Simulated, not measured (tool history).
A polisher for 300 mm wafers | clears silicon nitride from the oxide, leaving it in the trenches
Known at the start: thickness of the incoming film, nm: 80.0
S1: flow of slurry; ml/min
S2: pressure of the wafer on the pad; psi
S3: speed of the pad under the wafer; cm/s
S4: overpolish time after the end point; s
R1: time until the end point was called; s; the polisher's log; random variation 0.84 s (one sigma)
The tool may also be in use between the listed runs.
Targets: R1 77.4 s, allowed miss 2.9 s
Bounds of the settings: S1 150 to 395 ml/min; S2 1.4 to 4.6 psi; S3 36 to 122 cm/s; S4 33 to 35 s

run  hour   S1   S2  S3  S4      R1
  1     0  250    3  78  33  96.004
  2   6.7  250  3.1  78  33  89.859
  3   7.9  250  3.1  78  33  91.434
  4   9.6  250  3.1  78  33  90.383
  5  17.2  250  3.1  78  33  89.403
  6  21.1  250  3.2  78  33  87.637
  7    26  250  3.3  78  33  86.174
  8  31.7  250  3.4  78  33  84.513
  9  39.4  250  3.5  78  33  81.181

Which of these 4 next moves meets every target?
  A  47.1  250  3.3  76  33   ?
  B  47.1  220  3.3  80  35   ?
  C  47.1  250  3.6  72  33   ?
  D  47.1  355  4.5  62  35   ?

move      R1
   A  86.307
   B  82.803
   C  83.558
   D  75.949
A: further off than the last run
B: further off than the last run
C: further off than the last run
D: meets every target
Move D is the one to make.
